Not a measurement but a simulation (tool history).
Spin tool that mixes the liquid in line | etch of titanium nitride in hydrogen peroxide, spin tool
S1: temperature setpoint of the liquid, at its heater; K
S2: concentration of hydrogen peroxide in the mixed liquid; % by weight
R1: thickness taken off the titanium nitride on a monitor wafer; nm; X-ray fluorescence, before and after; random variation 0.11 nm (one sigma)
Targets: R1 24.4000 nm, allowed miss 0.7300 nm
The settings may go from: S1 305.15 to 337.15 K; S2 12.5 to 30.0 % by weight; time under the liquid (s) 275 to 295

run 1 hour=0.0 | S1=321.15 S2=23.5 time_under_the_liquid_(s)=275 | R1=10.1840
run 2 hour=1.5 | S1=321.15 S2=23.5 time_under_the_liquid_(s)=275 | R1=10.1540
run 3 hour=9.6 | S1=321.15 S2=27.5 time_under_the_liquid_(s)=275 | R1=10.4500
run 4 hour=12.7 | S1=321.15 S2=25.0 time_under_the_liquid_(s)=275 | R1=10.3250
run 5 hour=17.2 | S1=321.15 S2=21.0 time_under_the_liquid_(s)=275 | R1=9.9205
run 6 hour=23.2 | S1=315.15 S2=21.0 time_under_the_liquid_(s)=275 | R1=6.2821
run 7 hour=30.5 | S1=317.65 S2=21.0 time_under_the_liquid_(s)=275 | R1=7.5989
run 8 hour=38.8 | S1=325.65 S2=21.5 time_under_the_liquid_(s)=275 | R1=13.7590
run 9 hour=47.7 | S1=326.65 S2=21.5 time_under_the_liquid_(s)=275 | R1=14.7270
run 10 hour=53.7 | S1=327.65 S2=21.5 time_under_the_liquid_(s)=275 | R1=15.8040
run 11 hour=56.3 | S1=328.65 S2=21.5 time_under_the_liquid_(s)=275 | R1=16.9330

Which of these 5 next moves meets every target?
run A hour=58.9 | S1=334.15 S2=22.0 time_under_the_liquid_(s)=295 | R1=?
run B hour=58.9 | S1=332.15 S2=27.5 time_under_the_liquid_(s)=295 | R1=?
run C hour=58.9 | S1=333.65 S2=21.5 time_under_the_liquid_(s)=295 | R1=?
run D hour=58.9 | S1=331.15 S2=23.0 time_under_the_liquid_(s)=295 | R1=?
run E hour=58.9 | S1=334.15 S2=24.5 time_under_the_liquid_(s)=295 | R1=?

move=A R1=26.8030
move=B R1=24.5620
move=C R1=25.7830
move=D R1=22.0570
move=E R1=27.4350
A: takes the result that was furthest off past its target
B: meets every target
C: takes the result that was furthest off past its target
D: nearer than the last run, and not there yet
E: takes the result that was furthest off past its target
The right move is B.
